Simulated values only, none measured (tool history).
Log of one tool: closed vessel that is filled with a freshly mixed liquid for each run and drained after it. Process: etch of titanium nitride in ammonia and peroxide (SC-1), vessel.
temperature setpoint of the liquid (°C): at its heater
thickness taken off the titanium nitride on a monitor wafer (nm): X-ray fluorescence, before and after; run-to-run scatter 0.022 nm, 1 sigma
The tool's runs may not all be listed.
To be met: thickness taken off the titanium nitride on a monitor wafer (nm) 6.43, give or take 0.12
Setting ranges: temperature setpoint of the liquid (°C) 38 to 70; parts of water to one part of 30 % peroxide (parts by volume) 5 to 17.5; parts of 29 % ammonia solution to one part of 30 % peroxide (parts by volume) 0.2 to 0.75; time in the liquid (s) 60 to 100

| run | hour | temperature setpoint of the liquid (°C) | parts of water to one part of 30 % peroxide (parts by volume) | parts of 29 % ammonia solution to one part of 30 % peroxide (parts by volume) | time in the liquid (s) | thickness taken off the titanium nitride on a monitor wafer (nm) |
|---|---|---|---|---|---|---|
| 1 | 0 | 54 | 9.5 | 0.45 | 100 | 11.774 |
| 2 | 5.6 | 54 | 7.5 | 0.45 | 100 | 13.253 |
| 3 | 6.8 | 57 | 7.5 | 0.45 | 100 | 16.396 |
| 4 | 14.3 | 54.5 | 7.5 | 0.45 | 100 | 13.661 |
| 5 | 16 | 57.5 | 7.5 | 0.45 | 100 | 16.849 |
| 6 | 17 | 55 | 7.5 | 0.45 | 100 | 14.181 |
| 7 | 26.3 | 53 | 7.5 | 0.45 | 100 | 12.387 |
| 8 | 28.7 | 45 | 7.5 | 0.45 | 100 | 7.1254 |
| 9 | 34.1 | 44.5 | 7.5 | 0.45 | 100 | 6.8796 |
| 10 | 41.7 | 44.5 | 7.5 | 0.45 | 100 | 6.8698 |
| 11 | 45.9 | 44 | 7.5 | 0.45 | 100 | 6.5907 |

Which of these 4 next moves meets every target?
| A | 50.1 | 47 | 7 | 0.45 | 80 | ? |
| B | 50.1 | 47 | 15 | 0.65 | 100 | ? |
| C | 50.1 | 43.5 | 7.5 | 0.4 | 100 | ? |
| D | 50.1 | 44.5 | 8.5 | 0.45 | 100 | ? |

| move | thickness taken off the titanium nitride on a monitor wafer (nm) |
|---|---|
| A | 6.8048 |
| B | 6.0944 |
| C | 6.2644 |
| D | 6.4486 |
A: misses by more than the last run did
B: the result that was furthest off in the last run now lies on the other side of its target
C: the result that was furthest off in the last run now lies on the other side of its target
D: all results land within tolerance of their targets
The move that meets every target is D.

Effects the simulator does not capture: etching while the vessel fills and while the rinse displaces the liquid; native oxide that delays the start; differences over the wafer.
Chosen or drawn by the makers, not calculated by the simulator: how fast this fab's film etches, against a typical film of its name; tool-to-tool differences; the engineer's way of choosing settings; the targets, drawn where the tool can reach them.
